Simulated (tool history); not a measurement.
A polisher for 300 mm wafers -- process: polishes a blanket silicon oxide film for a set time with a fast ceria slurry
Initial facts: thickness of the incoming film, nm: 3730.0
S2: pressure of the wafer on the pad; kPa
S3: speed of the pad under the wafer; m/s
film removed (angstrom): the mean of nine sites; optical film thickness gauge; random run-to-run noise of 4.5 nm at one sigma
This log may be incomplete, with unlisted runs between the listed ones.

Run 1, hour 0: flow of slurry (ml/min) 260, S2 23.4 kPa, S3 0.78 m/s, polishing time (s) 77. Result: film removed (angstrom) 9979.8.
Run 2, hour 1.7: flow of slurry (ml/min) 260, S2 23.4 kPa, S3 0.6 m/s, polishing time (s) 77. Result: film removed (angstrom) 8514.5.
Run 3, hour 9: flow of slurry (ml/min) 260, S2 23.4 kPa, S3 0.6 m/s, polishing time (s) 81. Result: film removed (angstrom) 9167.6.
Run 4, hour 17.9: flow of slurry (ml/min) 260, S2 23.4 kPa, S3 0.52 m/s, polishing time (s) 81. Result: film removed (angstrom) 8380.4.
Run 5, hour 23.6: flow of slurry (ml/min) 260, S2 23.4 kPa, S3 0.52 m/s, polishing time (s) 81. Result: film removed (angstrom) 8532.6.
Run 6, hour 28.8: flow of slurry (ml/min) 260, S2 21.4 kPa, S3 0.52 m/s, polishing time (s) 81. Result: film removed (angstrom) 7770.9.
Run 7, hour 35.3: flow of slurry (ml/min) 260, S2 20 kPa, S3 0.52 m/s, polishing time (s) 81. Result: film removed (angstrom) 7343.6.
Run 8, hour 40.1: flow of slurry (ml/min) 260, S2 18.6 kPa, S3 0.52 m/s, polishing time (s) 81. Result: film removed (angstrom) 6722.2.
Run 9, hour 41.1: flow of slurry (ml/min) 260, S2 17.9 kPa, S3 0.52 m/s, polishing time (s) 81. Result: film removed (angstrom) 6465.8.

For run 10, what comes out?
Run 10, hour 43: flow of slurry (ml/min) 260, S2 17.2 kPa, S3 0.52 m/s, polishing time (s) 81. Result: film removed (angstrom) ?.

Run 10 gave film removed (angstrom) 6273.1.
